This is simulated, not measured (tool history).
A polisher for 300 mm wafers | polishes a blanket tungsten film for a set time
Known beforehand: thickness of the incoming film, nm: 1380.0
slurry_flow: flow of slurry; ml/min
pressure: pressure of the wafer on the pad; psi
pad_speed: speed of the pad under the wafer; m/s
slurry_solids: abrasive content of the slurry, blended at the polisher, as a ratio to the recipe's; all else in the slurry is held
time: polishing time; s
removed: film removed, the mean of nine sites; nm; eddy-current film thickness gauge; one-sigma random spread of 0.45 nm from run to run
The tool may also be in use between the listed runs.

run    day  slurry_flow  pressure  pad_speed  slurry_solids  time  removed
  1  0.000          170       2.6       0.82            1.0    48  104.400
  2  0.375          165       2.4       0.82            1.0    48   96.118
  3  0.529          165       2.4       0.82            1.0    48   95.528
  4  0.804          165       2.6       0.82            1.0    48  103.940
  5  0.888          165       2.4       0.82            1.0    48   95.948
  6  1.229          165       2.1       0.82            1.0    48   84.641

Predict the results of run 7:
  7  1.525          165       2.0       0.82            1.0    48        ?

removed: 78.884 nm
